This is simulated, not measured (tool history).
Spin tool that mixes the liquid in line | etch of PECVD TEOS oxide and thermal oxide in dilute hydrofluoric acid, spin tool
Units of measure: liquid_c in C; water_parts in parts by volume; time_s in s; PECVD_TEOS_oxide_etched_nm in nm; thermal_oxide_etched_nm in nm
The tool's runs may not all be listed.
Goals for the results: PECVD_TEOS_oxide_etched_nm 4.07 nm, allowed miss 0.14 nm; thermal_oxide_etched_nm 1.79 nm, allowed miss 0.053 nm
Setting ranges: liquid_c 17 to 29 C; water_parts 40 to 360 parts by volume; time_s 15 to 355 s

run    day  liquid_c  water_parts  time_s  PECVD_TEOS_oxide_etched_nm  thermal_oxide_etched_nm
  1      0        21          200     180                      7.0864                   3.1591
  2  0.138      20.5          210     180                      6.6819                   2.9235
  3  0.358        20          220     180                      6.1632                   2.6746
  4  0.546        20          230     180                      5.8474                   2.5795
  5  0.625        22          230     180                      6.4032                   2.7574
  6  0.679        22          165     180                      9.4213                   4.0913
  7  0.938      21.5          180     180                      8.3315                   3.6428
  8  1.179      17.5          260     180                       4.515                   1.9852

Exercise: of the 4 proposed moves below, exactly one satisfies all targets within the stated allowed misses. Which move is it?
  A  1.421        21          335     180                           ?                        ?
  B  1.421        17          265     155                           ?                        ?
  C  1.421        17          275     175                           ?                        ?
  D  1.421        17          260     180                           ?                        ?

move  PECVD_TEOS_oxide_etched_nm  thermal_oxide_etched_nm
   A                      3.7951                   1.6938
   B                      3.7881                   1.6907
   C                      4.0862                   1.8237
   D                       4.503                   2.0098
A: takes the result that was furthest off past its target
B: takes the result that was furthest off past its target
C: in spec on every target
D: the biggest miss grows against the last run
The move that meets every target is C.
